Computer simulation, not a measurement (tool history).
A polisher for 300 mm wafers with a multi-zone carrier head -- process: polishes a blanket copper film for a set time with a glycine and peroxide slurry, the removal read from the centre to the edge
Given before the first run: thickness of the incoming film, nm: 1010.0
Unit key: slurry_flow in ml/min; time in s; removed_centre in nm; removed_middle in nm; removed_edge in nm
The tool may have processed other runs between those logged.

run	day	slurry_flow	centre_zone	middle_zone	edge_zone	time	removed_centre	removed_middle	removed_edge
1	0	295	1	1	1	80	330.42	325.29	324.08
2	0.054	355	1	1	1	80	334.42	327.46	326.7
3	0.238	355	1	1	1.05	80	336.52	330.03	333.4
4	0.55	355	0.95	1	1.05	80	318.63	330.37	334.46
5	0.696	355	0.95	1.04	1.05	80	316.49	343.8	334.67
6	1.033	355	1.02	1.04	1.05	80	339.81	338.03	338.21
7	1.308	340	0.96	1	1.09	79	317.52	329.01	338.5

Expected results for the next run?
8	1.35	335	0.92	0.97	1.09	78	?	?	?

removed_centre: 299.37 nm
removed_middle: 312.9 nm
removed_edge: 332.93 nm
